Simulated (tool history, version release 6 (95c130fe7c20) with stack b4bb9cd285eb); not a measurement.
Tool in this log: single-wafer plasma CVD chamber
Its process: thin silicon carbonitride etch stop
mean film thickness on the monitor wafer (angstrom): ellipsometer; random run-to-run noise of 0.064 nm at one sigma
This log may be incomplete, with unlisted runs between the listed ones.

run,hour,RF power (W),deposition time (s),mean film thickness on the monitor wafer (angstrom)
1,0.0,215,20.4,113.19
2,8.6,225,21.3,118.87
3,13.6,225,22.3,125.17
4,21.1,240,22.3,126.99
5,28.3,245,22.7,128.95
6,31.9,225,22.7,127.47

The next listed run, before its measurement:
7,32.8,230,23.2,?

mean film thickness on the monitor wafer (angstrom): 129.96
